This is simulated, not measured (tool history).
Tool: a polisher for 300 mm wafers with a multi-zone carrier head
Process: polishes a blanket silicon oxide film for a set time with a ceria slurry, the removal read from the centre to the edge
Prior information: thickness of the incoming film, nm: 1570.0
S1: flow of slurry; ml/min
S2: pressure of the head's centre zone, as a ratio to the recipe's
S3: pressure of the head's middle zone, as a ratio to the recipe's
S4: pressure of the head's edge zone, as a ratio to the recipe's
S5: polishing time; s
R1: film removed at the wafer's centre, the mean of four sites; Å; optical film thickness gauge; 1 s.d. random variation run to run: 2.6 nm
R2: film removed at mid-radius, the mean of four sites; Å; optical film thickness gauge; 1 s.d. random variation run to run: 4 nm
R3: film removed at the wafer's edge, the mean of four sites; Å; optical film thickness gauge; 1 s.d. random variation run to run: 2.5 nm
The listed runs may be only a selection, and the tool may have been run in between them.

run 1 hour=0 | S1=155 S2=1 S3=1 S4=1 S5=64 | R1=4263.2 R2=4192.5 R3=4297.7
run 2 hour=2.4 | S1=135 S2=1 S3=1 S4=1 S5=64 | R1=4049.5 R2=4077.6 R3=4154.3
run 3 hour=11.2 | S1=125 S2=0.98 S3=1.03 S4=0.95 S5=63 | R1=3724.8 R2=3988.9 R3=3912.9
run 4 hour=12.9 | S1=145 S2=0.98 S3=1.03 S4=0.95 S5=63 | R1=4015.9 R2=4222.5 R3=4025.1
run 5 hour=20.2 | S1=130 S2=0.97 S3=1.05 S4=0.92 S5=63 | R1=3732.6 R2=4139.9 R3=3883.9
run 6 hour=24.9 | S1=150 S2=0.97 S3=1.05 S4=0.92 S5=63 | R1=3986.7 R2=4313.7 R3=4008
run 7 hour=30.5 | S1=135 S2=0.96 S3=1.07 S4=0.89 S5=63 | R1=3757.9 R2=4182.6 R3=3942.8

Predict the results of run 8:
run 8 hour=38.7 | S1=135 S2=0.96 S3=1.11 S4=0.87 S5=61 | R1=? R2=? R3=?

R1: 3687.9 Å
R2: 4290.2 Å
R3: 3740.2 Å

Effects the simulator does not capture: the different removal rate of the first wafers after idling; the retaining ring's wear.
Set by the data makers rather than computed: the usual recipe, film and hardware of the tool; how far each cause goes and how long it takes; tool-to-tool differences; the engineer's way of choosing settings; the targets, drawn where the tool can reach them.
